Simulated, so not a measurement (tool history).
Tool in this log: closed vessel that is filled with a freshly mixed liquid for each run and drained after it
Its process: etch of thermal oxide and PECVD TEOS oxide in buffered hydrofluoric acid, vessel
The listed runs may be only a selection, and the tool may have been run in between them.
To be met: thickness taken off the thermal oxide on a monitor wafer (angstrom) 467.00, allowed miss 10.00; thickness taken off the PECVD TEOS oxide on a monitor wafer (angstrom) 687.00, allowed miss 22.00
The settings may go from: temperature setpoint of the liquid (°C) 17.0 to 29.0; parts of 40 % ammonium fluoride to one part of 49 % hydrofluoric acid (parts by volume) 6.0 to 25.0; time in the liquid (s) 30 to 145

run,hour,temperature setpoint of the liquid (°C),parts of 40 % ammonium fluoride to one part of 49 % hydrofluoric acid (parts by volume),time in the liquid (s),thickness taken off the thermal oxide on a monitor wafer (angstrom),thickness taken off the PECVD TEOS oxide on a monitor wafer (angstrom)
1,0.0,21.0,15.5,75,510.64,760.78
2,3.9,20.0,15.5,75,484.70,703.23
3,8.7,22.0,15.5,75,537.80,780.73
4,12.9,21.5,15.5,75,525.96,764.15
5,18.6,21.0,15.5,75,510.50,751.34
6,19.1,22.5,15.5,75,561.79,809.40
7,27.2,22.0,15.5,75,543.47,794.56
8,28.1,21.5,15.5,75,527.38,766.83
9,37.0,21.0,15.5,75,506.88,758.47
10,37.9,20.0,16.5,75,457.23,663.81
11,39.8,20.5,16.0,75,484.33,714.57
12,45.1,19.5,16.0,75,457.24,679.68

Next run, 4 choices. One meets every target within its allowed miss, the rest don't. Which?
A,50.4,20.5,16.0,70,?,?
B,50.4,19.5,14.5,70,?,?
C,50.4,20.5,18.5,80,?,?
D,50.4,18.0,14.0,70,?,?

move,thickness taken off the thermal oxide on a monitor wafer (angstrom),thickness taken off the PECVD TEOS oxide on a monitor wafer (angstrom)
A,451.34,649.25
B,470.14,676.29
C,447.01,643.02
D,447.08,643.11
A: misses by more than the last run did
B: all results in spec
C: misses by more than the last run did
D: misses by more than the last run did
So the answer is move B, the one that meets all the targets.

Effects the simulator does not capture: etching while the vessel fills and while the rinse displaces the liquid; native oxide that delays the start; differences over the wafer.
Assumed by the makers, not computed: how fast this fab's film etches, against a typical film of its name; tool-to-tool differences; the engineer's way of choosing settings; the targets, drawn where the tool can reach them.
